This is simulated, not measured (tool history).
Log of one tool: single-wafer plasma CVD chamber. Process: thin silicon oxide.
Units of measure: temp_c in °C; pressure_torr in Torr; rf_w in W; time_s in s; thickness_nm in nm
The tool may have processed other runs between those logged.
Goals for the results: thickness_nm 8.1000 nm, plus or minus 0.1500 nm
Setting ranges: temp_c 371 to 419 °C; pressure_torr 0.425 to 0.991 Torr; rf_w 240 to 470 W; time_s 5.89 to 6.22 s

Run 1, hour 0.0: temp_c 395 °C, pressure_torr 0.708 Torr, rf_w 355 W, time_s 6.22 s. Result: thickness_nm 11.2880 nm.
Run 2, hour 2.6: temp_c 395 °C, pressure_torr 0.708 Torr, rf_w 395 W, time_s 6.22 s. Result: thickness_nm 11.9460 nm.
Run 3, hour 5.6: temp_c 395 °C, pressure_torr 0.757 Torr, rf_w 395 W, time_s 6.22 s. Result: thickness_nm 12.7230 nm.
Run 4, hour 13.3: temp_c 395 °C, pressure_torr 0.635 Torr, rf_w 395 W, time_s 6.22 s. Result: thickness_nm 10.7020 nm.
Run 5, hour 19.1: temp_c 400 °C, pressure_torr 0.635 Torr, rf_w 395 W, time_s 6.22 s. Result: thickness_nm 10.7270 nm.
Run 6, hour 22.1: temp_c 400 °C, pressure_torr 0.635 Torr, rf_w 395 W, time_s 6.22 s. Result: thickness_nm 10.7440 nm.
Run 7, hour 27.6: temp_c 400 °C, pressure_torr 0.592 Torr, rf_w 395 W, time_s 6.22 s. Result: thickness_nm 9.9847 nm.
Run 8, hour 29.2: temp_c 400 °C, pressure_torr 0.450 Torr, rf_w 390 W, time_s 6.21 s. Result: thickness_nm 7.4460 nm.
Run 9, hour 35.5: temp_c 400 °C, pressure_torr 0.460 Torr, rf_w 390 W, time_s 6.21 s. Result: thickness_nm 7.6122 nm.
Run 10, hour 37.1: temp_c 400 °C, pressure_torr 0.467 Torr, rf_w 390 W, time_s 6.21 s. Result: thickness_nm 7.7155 nm.
Run 11, hour 38.5: temp_c 400 °C, pressure_torr 0.473 Torr, rf_w 390 W, time_s 6.21 s. Result: thickness_nm 7.8452 nm.
Run 12, hour 39.5: temp_c 400 °C, pressure_torr 0.477 Torr, rf_w 390 W, time_s 6.21 s. Result: thickness_nm 7.9122 nm.

Below are 4 possible settings for the next run. Only one of them brings all results inside the allowed miss of their targets. Which is it?
Run A, hour 40.5: temp_c 392 °C, pressure_torr 0.483 Torr, rf_w 395 W, time_s 6.18 s. Result: thickness_nm ?.
Run B, hour 40.5: temp_c 381 °C, pressure_torr 0.464 Torr, rf_w 395 W, time_s 6.12 s. Result: thickness_nm ?.
Run C, hour 40.5: temp_c 400 °C, pressure_torr 0.496 Torr, rf_w 385 W, time_s 5.89 s. Result: thickness_nm ?.
Run D, hour 40.5: temp_c 397 °C, pressure_torr 0.499 Torr, rf_w 385 W, time_s 5.89 s. Result: thickness_nm ?.

move  thickness_nm
   A        8.0829
   B        7.7457
   C        7.7676
   D        7.8326
A: every result within its allowed miss
B: further off than the last run
C: further off than the last run
D: further off than the last run
A meets every target.

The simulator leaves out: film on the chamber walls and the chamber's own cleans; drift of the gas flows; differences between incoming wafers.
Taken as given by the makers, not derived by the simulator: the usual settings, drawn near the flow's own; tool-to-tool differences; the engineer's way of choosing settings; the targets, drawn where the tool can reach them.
